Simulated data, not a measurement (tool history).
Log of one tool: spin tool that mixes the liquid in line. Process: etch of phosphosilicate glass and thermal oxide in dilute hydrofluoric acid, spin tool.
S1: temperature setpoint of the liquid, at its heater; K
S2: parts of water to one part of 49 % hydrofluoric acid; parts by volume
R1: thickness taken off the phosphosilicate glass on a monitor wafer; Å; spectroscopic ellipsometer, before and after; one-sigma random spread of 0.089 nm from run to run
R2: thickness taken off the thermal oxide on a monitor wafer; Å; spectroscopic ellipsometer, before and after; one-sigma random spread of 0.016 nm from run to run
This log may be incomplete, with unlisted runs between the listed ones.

{"run": 1, "hour": 0.0, "S1": 296.15, "S2": 255, "time under the liquid (s)": 70, "R1": 246.89, "R2": 10.041}
{"run": 2, "hour": 1.5, "S1": 295.15, "S2": 275, "time under the liquid (s)": 70, "R1": 213.93, "R2": 9.4776}
{"run": 3, "hour": 8.9, "S1": 295.65, "S2": 295, "time under the liquid (s)": 70, "R1": 199.68, "R2": 8.1563}
{"run": 4, "hour": 13.2, "S1": 295.65, "S2": 295, "time under the liquid (s)": 50, "R1": 143.97, "R2": 6.026}
{"run": 5, "hour": 19.8, "S1": 299.15, "S2": 295, "time under the liquid (s)": 50, "R1": 162.55, "R2": 7.1687}
{"run": 6, "hour": 20.6, "S1": 298.15, "S2": 300, "time under the liquid (s)": 50, "R1": 153.63, "R2": 6.5003}

Expected results for the next run?
{"run": 7, "hour": 23.5, "S1": 297.15, "S2": 305, "time under the liquid (s)": 50, "R1": "?", "R2": "?"}

R1: 143.31 Å
R2: 6.3961 Å
